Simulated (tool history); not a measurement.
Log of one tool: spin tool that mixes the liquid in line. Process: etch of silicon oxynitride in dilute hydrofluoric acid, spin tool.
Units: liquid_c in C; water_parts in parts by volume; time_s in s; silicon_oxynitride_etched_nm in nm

run 1 hour=0.0 | liquid_c=22.0 water_parts=120 time_s=100 | silicon_oxynitride_etched_nm=2.0695
run 2 hour=0.9 | liquid_c=21.5 water_parts=120 time_s=100 | silicon_oxynitride_etched_nm=2.0439
run 3 hour=8.2 | liquid_c=20.0 water_parts=120 time_s=100 | silicon_oxynitride_etched_nm=1.8763
run 4 hour=11.2 | liquid_c=17.0 water_parts=120 time_s=100 | silicon_oxynitride_etched_nm=1.6377
run 5 hour=12.5 | liquid_c=17.0 water_parts=120 time_s=100 | silicon_oxynitride_etched_nm=1.6251
run 6 hour=19.0 | liquid_c=17.0 water_parts=120 time_s=100 | silicon_oxynitride_etched_nm=1.6094
run 7 hour=25.6 | liquid_c=17.5 water_parts=120 time_s=100 | silicon_oxynitride_etched_nm=1.6778
run 8 hour=27.5 | liquid_c=18.0 water_parts=120 time_s=100 | silicon_oxynitride_etched_nm=1.6882

The next listed run, before its measurement:
run 9 hour=33.1 | liquid_c=18.5 water_parts=120 time_s=100 | silicon_oxynitride_etched_nm=?

silicon_oxynitride_etched_nm: 1.7478 nm

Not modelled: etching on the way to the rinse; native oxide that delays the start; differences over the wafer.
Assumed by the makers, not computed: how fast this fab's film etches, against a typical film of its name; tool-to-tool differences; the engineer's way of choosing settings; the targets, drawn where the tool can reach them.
